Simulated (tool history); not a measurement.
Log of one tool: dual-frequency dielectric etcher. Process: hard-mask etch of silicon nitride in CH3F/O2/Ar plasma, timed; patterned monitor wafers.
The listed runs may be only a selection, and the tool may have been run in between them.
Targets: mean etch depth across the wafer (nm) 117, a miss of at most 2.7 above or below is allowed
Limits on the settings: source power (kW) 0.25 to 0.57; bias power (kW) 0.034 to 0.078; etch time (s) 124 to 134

| run | hour | source power (kW) | bias power (kW) | etch time (s) | mean etch depth across the wafer (nm) |
|---|---|---|---|---|---|
| 1 | 0 | 0.41 | 0.056 | 134 | 95.776 |
| 2 | 2.3 | 0.44 | 0.056 | 134 | 99.027 |
| 3 | 8.7 | 0.44 | 0.062 | 134 | 102.32 |
| 4 | 10.7 | 0.44 | 0.062 | 124 | 94.342 |
| 5 | 17.4 | 0.44 | 0.062 | 124 | 94.614 |
| 6 | 21.3 | 0.44 | 0.052 | 124 | 89.652 |
| 7 | 28.5 | 0.46 | 0.056 | 125.5 | 94.478 |
| 8 | 32.7 | 0.46 | 0.056 | 125.5 | 95.033 |
|  | 35.2 | source power generator calibrated |
| 9 | 35.2 | 0.48 | 0.059 | 126.5 | 97.52 |
| 10 | 36.7 | 0.49 | 0.062 | 128 | 101.43 |
| 11 | 39.2 | 0.5 | 0.064 | 129 | 104.28 |
| 12 | 40 | 0.51 | 0.066 | 129.5 | 106.43 |
| 13 | 48.9 | 0.52 | 0.067 | 130 | 108.32 |
| 14 | 55.6 | 0.53 | 0.068 | 130.5 | 110.59 |
| 15 | 57 | 0.54 | 0.069 | 131 | 112 |
| 16 | 63.1 | 0.54 | 0.07 | 131 | 113.02 |

5 next moves are on the table. One of them brings every result within its allowed miss. Which?
| A | 69.2 | 0.52 | 0.073 | 124 | ? |
| B | 69.2 | 0.53 | 0.072 | 125 | ? |
| C | 69.2 | 0.54 | 0.077 | 132 | ? |
| D | 69.2 | 0.52 | 0.069 | 126.5 | ? |
| E | 69.2 | 0.54 | 0.069 | 131.5 | ? |

| move | mean etch depth across the wafer (nm) |
|---|---|
| A | 106.26 |
| B | 107.58 |
| C | 117.13 |
| D | 106.45 |
| E | 112.6 |
A: its largest miss is bigger than the last run's
B: its largest miss is bigger than the last run's
C: meets every target
D: its largest miss is bigger than the last run's
E: its largest miss is bigger than the last run's
Answer: C
